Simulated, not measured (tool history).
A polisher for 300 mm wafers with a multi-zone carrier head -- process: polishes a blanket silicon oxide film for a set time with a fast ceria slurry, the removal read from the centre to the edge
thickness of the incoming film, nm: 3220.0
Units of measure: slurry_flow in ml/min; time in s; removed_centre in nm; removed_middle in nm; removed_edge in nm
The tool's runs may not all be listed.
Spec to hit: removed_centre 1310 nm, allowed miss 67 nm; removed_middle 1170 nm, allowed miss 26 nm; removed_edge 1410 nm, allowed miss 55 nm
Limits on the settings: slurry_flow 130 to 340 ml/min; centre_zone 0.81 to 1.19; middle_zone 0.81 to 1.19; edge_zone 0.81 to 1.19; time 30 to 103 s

{"run": 1, "day": 0.0, "slurry_flow": 220, "centre_zone": 1, "middle_zone": 1, "edge_zone": 1, "time": 66, "removed_centre": 1011.3, "removed_middle": 1010.2, "removed_edge": 1060.7}
{"run": 2, "day": 0.158, "slurry_flow": 220, "centre_zone": 1.03, "middle_zone": 1, "edge_zone": 1, "time": 66, "removed_centre": 1058.8, "removed_middle": 1013.1, "removed_edge": 1033.5}
{"run": 3, "day": 0.358, "slurry_flow": 180, "centre_zone": 1.03, "middle_zone": 1, "edge_zone": 1, "time": 66, "removed_centre": 1006.2, "removed_middle": 988.15, "removed_edge": 1020.7}
{"run": 4, "day": 0.683, "slurry_flow": 180, "centre_zone": 0.96, "middle_zone": 1, "edge_zone": 1, "time": 66, "removed_centre": 957.2, "removed_middle": 980.1, "removed_edge": 1047.4}
{"run": 5, "day": 0.746, "slurry_flow": 180, "centre_zone": 0.96, "middle_zone": 1, "edge_zone": 1.05, "time": 66, "removed_centre": 954.19, "removed_middle": 969.06, "removed_edge": 1035.4}
{"run": 6, "day": 0.925, "slurry_flow": 190, "centre_zone": 0.96, "middle_zone": 0.98, "edge_zone": 1.05, "time": 69, "removed_centre": 1001.3, "removed_middle": 1016, "removed_edge": 1111.5}
{"run": 7, "day": 1.054, "slurry_flow": 250, "centre_zone": 1.06, "middle_zone": 0.95, "edge_zone": 1.15, "time": 75, "removed_centre": 1238.2, "removed_middle": 1115.7, "removed_edge": 1311.3}
{"run": 8, "day": 1.138, "slurry_flow": 255, "centre_zone": 1.06, "middle_zone": 0.95, "edge_zone": 1.16, "time": 75, "removed_centre": 1227.8, "removed_middle": 1114.6, "removed_edge": 1325.2}
{"day": 1.408, "done": "edge zone pressure recalibrated"}
{"run": 9, "day": 1.408, "slurry_flow": 295, "centre_zone": 1.09, "middle_zone": 0.96, "edge_zone": 1.19, "time": 77, "removed_centre": 1382.8, "removed_middle": 1170.4, "removed_edge": 1335.2}
{"run": 10, "day": 1.554, "slurry_flow": 290, "centre_zone": 1.09, "middle_zone": 0.96, "edge_zone": 1.19, "time": 77, "removed_centre": 1311.2, "removed_middle": 1168.9, "removed_edge": 1301.8}
{"run": 11, "day": 1.838, "slurry_flow": 285, "centre_zone": 1.09, "middle_zone": 0.96, "edge_zone": 1.19, "time": 77, "removed_centre": 1359.2, "removed_middle": 1173.2, "removed_edge": 1292.4}
{"run": 12, "day": 2.042, "slurry_flow": 280, "centre_zone": 1.08, "middle_zone": 0.95, "edge_zone": 1.19, "time": 77, "removed_centre": 1316.5, "removed_middle": 1161.1, "removed_edge": 1320.4}
{"run": 13, "day": 2.154, "slurry_flow": 275, "centre_zone": 1.08, "middle_zone": 0.95, "edge_zone": 1.19, "time": 77, "removed_centre": 1355.6, "removed_middle": 1154.1, "removed_edge": 1295.9}

Which of these 4 next moves meets every target?
{"run": "A", "day": 2.267, "slurry_flow": 255, "centre_zone": 0.99, "middle_zone": 0.87, "edge_zone": 1.18, "time": 84, "removed_centre": "?", "removed_middle": "?", "removed_edge": "?"}
{"run": "B", "day": 2.267, "slurry_flow": 295, "centre_zone": 0.83, "middle_zone": 0.92, "edge_zone": 1.11, "time": 85, "removed_centre": "?", "removed_middle": "?", "removed_edge": "?"}
{"run": "C", "day": 2.267, "slurry_flow": 320, "centre_zone": 0.85, "middle_zone": 0.92, "edge_zone": 1.03, "time": 82, "removed_centre": "?", "removed_middle": "?", "removed_edge": "?"}
{"run": "D", "day": 2.267, "slurry_flow": 305, "centre_zone": 1.17, "middle_zone": 1, "edge_zone": 1.19, "time": 72, "removed_centre": "?", "removed_middle": "?", "removed_edge": "?"}

move=A removed_centre=1288 removed_middle=1157.9 removed_edge=1412.1
move=B removed_centre=1110.3 removed_middle=1247.1 removed_edge=1399.5
move=C removed_centre=1106.3 removed_middle=1212.2 removed_edge=1308.2
move=D removed_centre=1333.9 removed_middle=1134.3 removed_edge=1230.5
A: in spec on every target
B: the furthest-off result lands on target, but another misses its tolerance
C: the biggest miss grows against the last run
D: the biggest miss grows against the last run
So the answer is move A, the one that meets all the targets.
